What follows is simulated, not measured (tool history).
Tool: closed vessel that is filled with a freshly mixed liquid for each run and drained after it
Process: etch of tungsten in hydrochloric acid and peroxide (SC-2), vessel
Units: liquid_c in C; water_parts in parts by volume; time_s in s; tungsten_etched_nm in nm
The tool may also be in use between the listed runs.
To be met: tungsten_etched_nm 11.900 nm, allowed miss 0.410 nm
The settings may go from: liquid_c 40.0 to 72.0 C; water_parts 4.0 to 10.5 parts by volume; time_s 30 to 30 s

{"run": 1, "day": 0.0, "liquid_c": 56.0, "water_parts": 5.5, "time_s": 30, "tungsten_etched_nm": 14.547}
{"run": 2, "day": 0.162, "liquid_c": 56.0, "water_parts": 4.0, "time_s": 30, "tungsten_etched_nm": 17.936}
{"run": 3, "day": 0.254, "liquid_c": 54.5, "water_parts": 4.0, "time_s": 30, "tungsten_etched_nm": 16.271}
{"run": 4, "day": 0.383, "liquid_c": 54.5, "water_parts": 4.0, "time_s": 30, "tungsten_etched_nm": 16.686}
{"run": 5, "day": 0.75, "liquid_c": 53.5, "water_parts": 4.0, "time_s": 30, "tungsten_etched_nm": 15.545}
{"run": 6, "day": 1.112, "liquid_c": 52.5, "water_parts": 4.0, "time_s": 30, "tungsten_etched_nm": 14.394}
{"run": 7, "day": 1.162, "liquid_c": 52.0, "water_parts": 4.0, "time_s": 30, "tungsten_etched_nm": 13.793}
{"run": 8, "day": 1.408, "liquid_c": 51.5, "water_parts": 4.0, "time_s": 30, "tungsten_etched_nm": 13.451}
{"run": 9, "day": 1.454, "liquid_c": 51.0, "water_parts": 4.0, "time_s": 30, "tungsten_etched_nm": 13.007}

4 next moves are on the table. One of them brings every result within its allowed miss. Which?
{"run": "A", "day": 1.5, "liquid_c": 57.0, "water_parts": 6.0, "time_s": 30, "tungsten_etched_nm": "?"}
{"run": "B", "day": 1.5, "liquid_c": 52.5, "water_parts": 4.0, "time_s": 30, "tungsten_etched_nm": "?"}
{"run": "C", "day": 1.5, "liquid_c": 51.0, "water_parts": 4.5, "time_s": 30, "tungsten_etched_nm": "?"}
{"run": "D", "day": 1.5, "liquid_c": 52.0, "water_parts": 4.0, "time_s": 30, "tungsten_etched_nm": "?"}

move=A tungsten_etched_nm=14.398
move=B tungsten_etched_nm=14.344
move=C tungsten_etched_nm=11.993
move=D tungsten_etched_nm=13.880
A: further off than the last run
B: further off than the last run
C: meets every target
D: further off than the last run
Answer: C
